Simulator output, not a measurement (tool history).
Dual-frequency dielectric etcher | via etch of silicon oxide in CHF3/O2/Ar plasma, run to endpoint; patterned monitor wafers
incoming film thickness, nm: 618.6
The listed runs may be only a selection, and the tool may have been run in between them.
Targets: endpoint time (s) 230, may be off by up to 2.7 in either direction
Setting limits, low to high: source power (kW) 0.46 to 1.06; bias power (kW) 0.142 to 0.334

run,hour,source power (kW),bias power (kW),endpoint time (s)
1,0,0.76,0.238,275.54
2,7.6,0.82,0.244,266.48
3,8.5,0.82,0.205,289.81
4,11.8,0.73,0.205,300.95
5,20.6,0.8,0.218,282.5
6,29.1,0.8,0.247,267.45
7,37.4,0.85,0.252,259.13
8,42,0.89,0.256,253.31
9,47.3,1.04,0.274,232.29

Exercise: of the 5 proposed moves below, exactly one satisfies all targets within the stated allowed misses. Which move is it?
A,52.6,1.06,0.281,?
B,52.6,1.01,0.309,?
C,52.6,1.06,0.262,?
D,52.6,1.05,0.267,?
E,52.6,0.98,0.271,?

move,endpoint time (s)
A,228.73
B,222.94
C,236.01
D,234.8
E,238.9
A: meets every target
B: pushes the last run's worst result past its target
C: its largest miss is bigger than the last run's
D: its largest miss is bigger than the last run's
E: its largest miss is bigger than the last run's
A meets every target.

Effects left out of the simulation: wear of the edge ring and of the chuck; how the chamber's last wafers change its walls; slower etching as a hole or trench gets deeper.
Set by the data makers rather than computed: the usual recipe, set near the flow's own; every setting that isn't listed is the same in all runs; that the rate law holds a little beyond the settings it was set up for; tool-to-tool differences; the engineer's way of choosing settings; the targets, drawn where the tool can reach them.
